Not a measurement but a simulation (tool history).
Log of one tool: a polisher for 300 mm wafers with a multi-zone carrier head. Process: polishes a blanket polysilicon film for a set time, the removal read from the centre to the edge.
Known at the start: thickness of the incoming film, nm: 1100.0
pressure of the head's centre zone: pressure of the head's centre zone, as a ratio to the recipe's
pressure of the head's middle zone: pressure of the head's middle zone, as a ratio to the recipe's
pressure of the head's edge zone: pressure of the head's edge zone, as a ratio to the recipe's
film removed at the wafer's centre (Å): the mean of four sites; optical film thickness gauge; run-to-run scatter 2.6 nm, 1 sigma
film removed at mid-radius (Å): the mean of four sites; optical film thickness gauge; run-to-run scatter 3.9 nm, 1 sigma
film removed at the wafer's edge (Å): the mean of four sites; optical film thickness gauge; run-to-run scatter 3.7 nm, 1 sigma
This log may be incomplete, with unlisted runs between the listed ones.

run  hour  flow of slurry (ml/min)  pressure of the head's centre zone  pressure of the head's middle zone  pressure of the head's edge zone  polishing time (s)  film removed at the wafer's centre (Å)  film removed at mid-radius (Å)  film removed at the wafer's edge (Å)
  1   0.0                      315                                1.00                                1.00                              1.00                  44                                  3739.0                          3731.0                                3748.1
  2   4.0                      315                                1.00                                1.00                              0.94                  44                                  3709.5                          3685.5                                3589.4
  3  10.5                      315                                1.00                                1.00                              0.99                  44                                  3709.9                          3690.1                                3739.0
  4  15.6                      315                                1.01                                1.01                              0.96                  44                                  3773.6                          3725.2                                3632.0
  5  24.0                      310                                1.01                                1.01                              0.93                  44                                  3725.6                          3745.3                                3635.0
  6  27.7                      310                                1.01                                1.01                              0.93                  39                                  3333.0                          3384.2                                3176.5
  7  35.1                      320                                1.02                                1.02                              0.92                  39                                  3357.8                          3425.0                                3203.5

Run 8 has not been measured yet. What should we expect?
  8  40.4                      325                                1.04                                1.03                              0.91                  39                                       ?                               ?                                     ?

film removed at the wafer's centre (Å): 3425.1
film removed at mid-radius (Å): 3386.6
film removed at the wafer's edge (Å): 3116.4
